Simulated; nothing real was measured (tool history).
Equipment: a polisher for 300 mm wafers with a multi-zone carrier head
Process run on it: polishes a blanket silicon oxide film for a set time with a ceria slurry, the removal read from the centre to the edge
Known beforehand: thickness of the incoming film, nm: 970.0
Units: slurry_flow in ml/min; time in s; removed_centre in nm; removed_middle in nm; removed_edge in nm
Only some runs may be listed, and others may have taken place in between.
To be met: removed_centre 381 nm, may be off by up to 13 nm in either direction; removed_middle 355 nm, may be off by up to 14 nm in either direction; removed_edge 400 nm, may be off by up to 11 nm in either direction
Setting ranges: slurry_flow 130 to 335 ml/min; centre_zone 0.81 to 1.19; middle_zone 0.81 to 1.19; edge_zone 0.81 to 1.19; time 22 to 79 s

| run | hour | slurry_flow | centre_zone | middle_zone | edge_zone | time | removed_centre | removed_middle | removed_edge |
|---|---|---|---|---|---|---|---|---|---|
| 1 | 0 | 215 | 1 | 1 | 1 | 50 | 315.68 | 306.58 | 310.98 |
| 2 | 3.4 | 215 | 1 | 1 | 0.96 | 50 | 309.54 | 302.06 | 307.07 |
| 3 | 4.8 | 220 | 0.99 | 0.98 | 0.99 | 52 | 330.71 | 306.73 | 318.92 |
| 4 | 13.2 | 205 | 0.97 | 0.98 | 1.02 | 54 | 329.18 | 323.46 | 338.57 |
| 5 | 21.9 | 205 | 0.97 | 0.98 | 0.94 | 54 | 329.31 | 320.82 | 325.23 |
| 6 | 27.6 | 205 | 0.97 | 0.98 | 0.98 | 55 | 332.48 | 336.65 | 339.71 |
| 7 | 28.8 | 210 | 0.97 | 0.97 | 1.02 | 56 | 341.9 | 333.66 | 351.47 |
| 8 | 35.2 | 260 | 0.98 | 1 | 1.12 | 60 | 385.04 | 374.64 | 407.95 |

Consider the 4 candidate settings below. Which is the only one whose results all fall within their allowed miss of target?
| A | 41.6 | 290 | 0.98 | 1.1 | 1.09 | 58 | ? | ? | ? |
| B | 41.6 | 270 | 1.03 | 1.08 | 1.12 | 59 | ? | ? | ? |
| C | 41.6 | 240 | 0.97 | 1.06 | 1.08 | 62 | ? | ? | ? |
| D | 41.6 | 245 | 0.99 | 0.95 | 1.11 | 60 | ? | ? | ? |

| move | removed_centre | removed_middle | removed_edge |
|---|---|---|---|
| A | 379.5 | 394.08 | 392.05 |
| B | 402.38 | 391.63 | 402.05 |
| C | 391.76 | 399.65 | 410.44 |
| D | 387.84 | 354.41 | 404.11 |
A: its largest miss is bigger than the last run's
B: its largest miss is bigger than the last run's
C: its largest miss is bigger than the last run's
D: in spec on every target
The move that meets every target is D.
